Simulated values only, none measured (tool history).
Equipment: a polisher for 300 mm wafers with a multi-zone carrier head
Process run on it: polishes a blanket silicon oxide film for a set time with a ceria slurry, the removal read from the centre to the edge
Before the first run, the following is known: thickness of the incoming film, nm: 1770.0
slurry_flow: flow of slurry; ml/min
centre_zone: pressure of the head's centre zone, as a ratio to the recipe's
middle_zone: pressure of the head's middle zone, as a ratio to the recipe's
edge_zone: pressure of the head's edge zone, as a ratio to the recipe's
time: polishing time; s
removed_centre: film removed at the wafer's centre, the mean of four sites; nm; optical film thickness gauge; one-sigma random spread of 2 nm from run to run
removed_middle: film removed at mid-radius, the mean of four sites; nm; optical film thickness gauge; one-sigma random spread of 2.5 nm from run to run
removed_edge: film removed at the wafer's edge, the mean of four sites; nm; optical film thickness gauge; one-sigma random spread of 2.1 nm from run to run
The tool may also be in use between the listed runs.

Run 1, hour 0.0: slurry_flow 250 ml/min, centre_zone 1.00, middle_zone 1.00, edge_zone 1.00, time 44 s. Result: removed_centre 297.04 nm, removed_middle 290.15 nm, removed_edge 292.59 nm.
Run 2, hour 5.7: slurry_flow 250 ml/min, centre_zone 1.00, middle_zone 1.00, edge_zone 0.98, time 43 s. Result: removed_centre 293.35 nm, removed_middle 286.41 nm, removed_edge 282.10 nm.
Run 3, hour 10.6: slurry_flow 190 ml/min, centre_zone 1.00, middle_zone 1.00, edge_zone 0.98, time 43 s. Result: removed_centre 282.06 nm, removed_middle 279.33 nm, removed_edge 273.86 nm.
Run 4, hour 14.8: slurry_flow 190 ml/min, centre_zone 1.00, middle_zone 1.00, edge_zone 0.96, time 43 s. Result: removed_centre 279.73 nm, removed_middle 275.56 nm, removed_edge 271.74 nm.
Run 5, hour 18.4: slurry_flow 150 ml/min, centre_zone 1.00, middle_zone 1.00, edge_zone 0.96, time 43 s. Result: removed_centre 271.27 nm, removed_middle 264.44 nm, removed_edge 270.23 nm.
Run 6, hour 25.6: slurry_flow 155 ml/min, centre_zone 1.00, middle_zone 1.00, edge_zone 0.95, time 43 s. Result: removed_centre 270.12 nm, removed_middle 264.46 nm, removed_edge 264.12 nm.

Expected results for the next run?
Run 7, hour 26.6: slurry_flow 155 ml/min, centre_zone 1.00, middle_zone 1.00, edge_zone 0.94, time 43 s. Result: removed_centre ?, removed_middle ?, removed_edge ?.

Run 7 gave removed_centre 273.51 nm, removed_middle 272.29 nm, removed_edge 257.90 nm.

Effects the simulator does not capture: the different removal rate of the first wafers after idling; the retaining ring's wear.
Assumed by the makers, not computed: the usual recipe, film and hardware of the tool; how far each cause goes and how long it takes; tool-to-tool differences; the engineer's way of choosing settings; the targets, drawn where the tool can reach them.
